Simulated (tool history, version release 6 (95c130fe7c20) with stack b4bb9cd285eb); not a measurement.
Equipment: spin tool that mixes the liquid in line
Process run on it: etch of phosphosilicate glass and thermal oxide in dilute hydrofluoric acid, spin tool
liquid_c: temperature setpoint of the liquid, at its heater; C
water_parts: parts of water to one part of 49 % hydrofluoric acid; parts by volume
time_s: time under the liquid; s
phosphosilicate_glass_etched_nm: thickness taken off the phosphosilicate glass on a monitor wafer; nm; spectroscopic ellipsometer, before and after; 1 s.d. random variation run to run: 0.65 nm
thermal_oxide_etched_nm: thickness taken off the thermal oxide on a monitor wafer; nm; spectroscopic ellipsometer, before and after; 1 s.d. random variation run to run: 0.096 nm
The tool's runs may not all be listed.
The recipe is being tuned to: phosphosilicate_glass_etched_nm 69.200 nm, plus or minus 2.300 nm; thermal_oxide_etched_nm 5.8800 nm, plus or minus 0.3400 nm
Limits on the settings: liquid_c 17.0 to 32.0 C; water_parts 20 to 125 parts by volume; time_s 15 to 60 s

run	hour	liquid_c	water_parts	time_s	phosphosilicate_glass_etched_nm	thermal_oxide_etched_nm
1	0.0	24.0	70	30	28.360	2.4973
2	6.5	25.0	65	30	33.022	2.8230
3	11.5	25.5	60	30	36.754	3.1230
4	19.3	25.5	35	30	64.252	5.3187
5	27.9	24.0	35	30	59.811	5.0715
6	33.2	21.5	35	30	55.400	4.5840
# hour 36.0: hydrofluoric acid flow meter replaced
7	36.0	22.5	35	30	50.700	4.3725
8	42.0	23.0	35	30	53.009	4.4962
9	50.1	23.5	35	30	53.495	4.5097
10	51.1	24.5	35	30	56.035	4.7107
11	54.8	25.5	35	30	57.862	4.8580
12	61.7	26.0	35	30	58.009	5.0613

Pick the move, out of 4, that brings all results within their allowed miss; only one does.
A	68.6	23.5	20	20	?	?
B	68.6	17.0	40	55	?	?
C	68.6	20.0	35	45	?	?
D	68.6	23.5	35	35	?	?

move	phosphosilicate_glass_etched_nm	thermal_oxide_etched_nm
A	62.661	5.2593
B	63.563	5.3351
C	68.085	5.7146
D	61.421	5.1553
A: gains on the last run, yet a result remains outside its allowed miss
B: gains on the last run, yet a result remains outside its allowed miss
C: every result lands within tolerance
D: gains on the last run, yet a result remains outside its allowed miss
The move that meets every target is C.

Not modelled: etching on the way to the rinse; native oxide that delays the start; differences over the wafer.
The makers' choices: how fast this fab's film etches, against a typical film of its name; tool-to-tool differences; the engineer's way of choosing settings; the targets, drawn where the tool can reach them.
